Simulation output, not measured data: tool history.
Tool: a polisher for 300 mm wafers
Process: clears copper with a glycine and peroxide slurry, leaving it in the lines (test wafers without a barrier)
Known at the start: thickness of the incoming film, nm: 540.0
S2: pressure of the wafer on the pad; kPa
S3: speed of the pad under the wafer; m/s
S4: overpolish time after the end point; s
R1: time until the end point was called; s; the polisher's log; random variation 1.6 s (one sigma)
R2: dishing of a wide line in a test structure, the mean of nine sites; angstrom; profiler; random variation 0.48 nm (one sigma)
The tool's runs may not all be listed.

{"run": 1, "hour": 0.0, "flow of slurry (ml/min)": 190, "S2": 15.2, "S3": 0.8, "S4": 15, "R1": 146.99, "R2": 269.25}
{"run": 2, "hour": 7.9, "flow of slurry (ml/min)": 190, "S2": 12.4, "S3": 0.8, "S4": 15, "R1": 171.59, "R2": 248.68}
{"run": 3, "hour": 14.6, "flow of slurry (ml/min)": 190, "S2": 13.8, "S3": 0.82, "S4": 16, "R1": 154.92, "R2": 271.52}
{"run": 4, "hour": 18.9, "flow of slurry (ml/min)": 160, "S2": 13.8, "S3": 0.82, "S4": 16, "R1": 162.3, "R2": 272.67}
{"run": 5, "hour": 25.1, "flow of slurry (ml/min)": 160, "S2": 13.8, "S3": 0.62, "S4": 16, "R1": 201.74, "R2": 230.13}
{"run": 6, "hour": 29.6, "flow of slurry (ml/min)": 165, "S2": 15.9, "S3": 0.64, "S4": 17, "R1": 178.26, "R2": 266.32}
{"hour": 35.2, "done": "slurry nozzle cleaned"}
{"run": 7, "hour": 35.2, "flow of slurry (ml/min)": 175, "S2": 17.9, "S3": 0.64, "S4": 17, "R1": 141.14, "R2": 302.07}
{"run": 8, "hour": 37.2, "flow of slurry (ml/min)": 225, "S2": 19.3, "S3": 0.64, "S4": 19, "R1": 136.17, "R2": 347.54}

The next listed run, before its measurement:
{"run": 9, "hour": 40.1, "flow of slurry (ml/min)": 225, "S2": 20, "S3": 0.64, "S4": 19, "R1": "?", "R2": "?"}

Run 9 gave R1 131.73 s, R2 347.63 angstrom.
